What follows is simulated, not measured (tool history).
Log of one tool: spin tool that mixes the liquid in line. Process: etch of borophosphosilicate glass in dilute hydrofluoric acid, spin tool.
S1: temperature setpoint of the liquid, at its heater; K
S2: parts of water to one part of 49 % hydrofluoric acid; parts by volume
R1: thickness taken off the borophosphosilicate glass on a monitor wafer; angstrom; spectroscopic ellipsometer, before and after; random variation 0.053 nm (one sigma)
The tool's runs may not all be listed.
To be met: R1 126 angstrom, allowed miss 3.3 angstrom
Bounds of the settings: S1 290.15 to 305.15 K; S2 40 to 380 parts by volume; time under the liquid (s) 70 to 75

Run 1, day 0: S1 297.15 K, S2 210 parts by volume, time under the liquid (s) 70. Result: R1 149.64 angstrom.
Run 2, day 0.242: S1 296.15 K, S2 210 parts by volume, time under the liquid (s) 70. Result: R1 142.46 angstrom.
Run 3, day 0.375: S1 295.65 K, S2 210 parts by volume, time under the liquid (s) 70. Result: R1 140.19 angstrom.
Run 4, day 0.712: S1 295.15 K, S2 210 parts by volume, time under the liquid (s) 70. Result: R1 137.08 angstrom.
Run 5, day 0.788: S1 295.15 K, S2 170 parts by volume, time under the liquid (s) 70. Result: R1 176.42 angstrom.
Run 6, day 1.004: S1 295.15 K, S2 170 parts by volume, time under the liquid (s) 75. Result: R1 189.43 angstrom.
Run 7, day 1.225: S1 294.15 K, S2 180 parts by volume, time under the liquid (s) 75. Result: R1 170.72 angstrom.
Run 8, day 1.554: S1 290.15 K, S2 210 parts by volume, time under the liquid (s) 75. Result: R1 121 angstrom.

Which of these 4 next moves meets every target?
Run A, day 1.883: S1 290.65 K, S2 200 parts by volume, time under the liquid (s) 75. Result: R1 ?.
Run B, day 1.883: S1 290.15 K, S2 215 parts by volume, time under the liquid (s) 75. Result: R1 ?.
Run C, day 1.883: S1 290.15 K, S2 180 parts by volume, time under the liquid (s) 70. Result: R1 ?.
Run D, day 1.883: S1 292.15 K, S2 205 parts by volume, time under the liquid (s) 70. Result: R1 ?.

move      R1
   A  131.53
   B  118.32
   C  136.22
   D  126.45
A: takes the result that was furthest off past its target
B: further off than the last run
C: takes the result that was furthest off past its target
D: meets every target
Answer: D

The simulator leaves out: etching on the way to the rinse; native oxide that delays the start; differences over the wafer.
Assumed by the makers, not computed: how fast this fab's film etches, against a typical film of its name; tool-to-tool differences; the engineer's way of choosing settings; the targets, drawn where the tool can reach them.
